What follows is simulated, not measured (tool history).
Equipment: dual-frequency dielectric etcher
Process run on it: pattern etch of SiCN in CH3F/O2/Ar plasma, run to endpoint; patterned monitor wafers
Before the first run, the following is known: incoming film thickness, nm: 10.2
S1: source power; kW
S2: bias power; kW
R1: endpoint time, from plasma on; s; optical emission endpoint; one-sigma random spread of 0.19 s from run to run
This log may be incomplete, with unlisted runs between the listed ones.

run  hour    S1     S2      R1
  1     0  0.34  0.056  30.055
  2   5.4  0.35  0.057  29.648
  3  13.2  0.36  0.058  29.264
  4  18.5  0.37  0.059  28.699
  5  26.2  0.34  0.059  29.686
  6  31.8  0.35   0.06  29.241
  7  32.5  0.36  0.061  28.662
  8  33.2  0.37  0.061  28.575

Run 9 is up next; what results do you expect?
  9  34.2  0.37  0.061   ?

R1: 28.782 s

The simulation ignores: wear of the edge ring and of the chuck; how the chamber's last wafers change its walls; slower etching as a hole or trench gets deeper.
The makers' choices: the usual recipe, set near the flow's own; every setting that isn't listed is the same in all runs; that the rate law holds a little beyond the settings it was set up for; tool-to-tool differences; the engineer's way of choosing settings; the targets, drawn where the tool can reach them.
